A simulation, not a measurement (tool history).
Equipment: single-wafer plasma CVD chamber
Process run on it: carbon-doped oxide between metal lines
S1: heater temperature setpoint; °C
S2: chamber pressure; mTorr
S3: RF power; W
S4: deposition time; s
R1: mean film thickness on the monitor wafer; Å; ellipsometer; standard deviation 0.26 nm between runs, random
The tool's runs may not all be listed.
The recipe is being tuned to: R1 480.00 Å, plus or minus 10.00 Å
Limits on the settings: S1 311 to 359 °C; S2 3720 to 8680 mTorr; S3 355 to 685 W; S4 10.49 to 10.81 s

run	hour	S1	S2	S3	S4	R1
1	0.0	335	6200	520	10.49	584.15
2	8.7	338	6010	495	10.49	554.54
3	13.4	338	6860	495	10.49	563.67
4	21.0	338	5830	495	10.49	543.80
5	29.6	341	5610	490	10.49	538.78
6	36.5	341	5110	490	10.49	529.98
7	41.7	343	4880	485	10.49	523.51
8	47.3	345	4700	475	10.49	503.79

Pick the move, out of 4, that brings all results within their allowed miss; only one does.
A	52.9	350	4980	475	10.81	?
B	52.9	334	4090	485	10.81	?
C	52.9	351	6100	490	10.49	?
D	52.9	345	4670	450	10.49	?

move	R1
A	516.98
B	541.17
C	525.82
D	481.08
A: further off than the last run
B: further off than the last run
C: further off than the last run
D: all results land within tolerance of their targets
So the answer is move D, the one that meets all the targets.
